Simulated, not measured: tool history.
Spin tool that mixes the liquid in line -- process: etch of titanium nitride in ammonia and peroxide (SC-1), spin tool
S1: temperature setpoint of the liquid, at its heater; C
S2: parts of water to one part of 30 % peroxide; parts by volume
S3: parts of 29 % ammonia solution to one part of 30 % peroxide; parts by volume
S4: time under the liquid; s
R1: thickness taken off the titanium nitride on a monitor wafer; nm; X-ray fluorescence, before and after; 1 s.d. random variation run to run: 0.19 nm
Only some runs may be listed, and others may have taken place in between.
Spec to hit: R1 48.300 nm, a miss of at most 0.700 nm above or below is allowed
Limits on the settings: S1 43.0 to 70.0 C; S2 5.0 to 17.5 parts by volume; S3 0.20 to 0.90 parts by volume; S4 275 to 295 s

{"run": 1, "day": 0.0, "S1": 59.0, "S2": 9.5, "S3": 0.5, "S4": 275, "R1": 29.303}
{"run": 2, "day": 0.046, "S1": 59.0, "S2": 11.5, "S3": 0.5, "S4": 275, "R1": 26.359}
{"run": 3, "day": 0.317, "S1": 60.5, "S2": 11.5, "S3": 0.5, "S4": 275, "R1": 29.159}
{"run": 4, "day": 0.346, "S1": 60.5, "S2": 11.5, "S3": 0.35, "S4": 275, "R1": 27.532}
{"run": 5, "day": 0.421, "S1": 62.0, "S2": 11.5, "S3": 0.35, "S4": 275, "R1": 30.177}
{"run": 6, "day": 0.633, "S1": 62.0, "S2": 13.5, "S3": 0.35, "S4": 275, "R1": 27.708}
{"run": 7, "day": 0.729, "S1": 63.5, "S2": 13.5, "S3": 0.35, "S4": 275, "R1": 30.522}
{"run": 8, "day": 1.075, "S1": 64.5, "S2": 13.5, "S3": 0.35, "S4": 275, "R1": 32.335}
{"run": 9, "day": 1.429, "S1": 65.5, "S2": 13.5, "S3": 0.35, "S4": 275, "R1": 34.57}
{"run": 10, "day": 1.525, "S1": 66.5, "S2": 13.5, "S3": 0.35, "S4": 275, "R1": 36.807}
{"run": 11, "day": 1.717, "S1": 67.0, "S2": 13.5, "S3": 0.35, "S4": 275, "R1": 37.91}
{"run": 12, "day": 1.938, "S1": 67.5, "S2": 13.5, "S3": 0.35, "S4": 275, "R1": 39.194}
{"run": 13, "day": 2.083, "S1": 68.0, "S2": 13.5, "S3": 0.35, "S4": 275, "R1": 40.409}
{"run": 14, "day": 2.388, "S1": 68.5, "S2": 13.5, "S3": 0.35, "S4": 275, "R1": 41.745}
{"run": 15, "day": 2.712, "S1": 69.0, "S2": 13.5, "S3": 0.35, "S4": 275, "R1": 42.938}

Below are 5 possible settings for the next run. Only one of them brings all results inside the allowed miss of their targets. Which is it?
{"run": "A", "day": 3.038, "S1": 69.5, "S2": 11.5, "S3": 0.35, "S4": 275, "R1": "?"}
{"run": "B", "day": 3.038, "S1": 67.5, "S2": 9.5, "S3": 0.35, "S4": 295, "R1": "?"}
{"run": "C", "day": 3.038, "S1": 69.5, "S2": 17.5, "S3": 0.25, "S4": 280, "R1": "?"}
{"run": "D", "day": 3.038, "S1": 68.5, "S2": 12.0, "S3": 0.4, "S4": 275, "R1": "?"}
{"run": "E", "day": 3.038, "S1": 63.5, "S2": 10.5, "S3": 0.45, "S4": 275, "R1": "?"}

move=A R1=48.128
move=B R1=50.447
move=C R1=36.521
move=D R1=45.299
move=E R1=36.207
A: in spec on every target
B: the result that was furthest off in the last run now lies on the other side of its target
C: the biggest miss grows against the last run
D: closer than the last run, but not yet in spec
E: the biggest miss grows against the last run
Answer: A
